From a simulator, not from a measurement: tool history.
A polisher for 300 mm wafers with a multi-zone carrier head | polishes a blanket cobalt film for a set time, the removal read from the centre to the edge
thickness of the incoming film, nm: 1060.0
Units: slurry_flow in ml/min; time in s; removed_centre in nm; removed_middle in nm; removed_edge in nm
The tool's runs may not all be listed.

run	hour	slurry_flow	centre_zone	middle_zone	edge_zone	time	removed_centre	removed_middle	removed_edge
1	0	175	1	1	1	74	283.69	313.67	318.51
2	2.2	165	1.01	0.97	0.98	69	260.27	282.98	295.01
3	9.9	160	1.03	0.94	0.96	65	246.08	258.06	272.73
4	10.4	155	1.05	0.92	0.95	62	243.22	238.11	260.17
5	16	155	1.05	0.92	0.95	50	194.1	190.27	207.82
6	17.7	150	1.06	0.91	0.95	50	194.28	187.3	213.65
7	21.8	145	1.07	0.91	0.94	50	197.44	189.57	209.66
8	25.6	120	1.09	0.84	0.93	50	185.86	167.39	198.67

The next listed run, before its measurement:
9	32.1	125	1.09	0.84	0.93	50	?	?	?

removed_centre: 188.27 nm
removed_middle: 169.14 nm
removed_edge: 198.08 nm

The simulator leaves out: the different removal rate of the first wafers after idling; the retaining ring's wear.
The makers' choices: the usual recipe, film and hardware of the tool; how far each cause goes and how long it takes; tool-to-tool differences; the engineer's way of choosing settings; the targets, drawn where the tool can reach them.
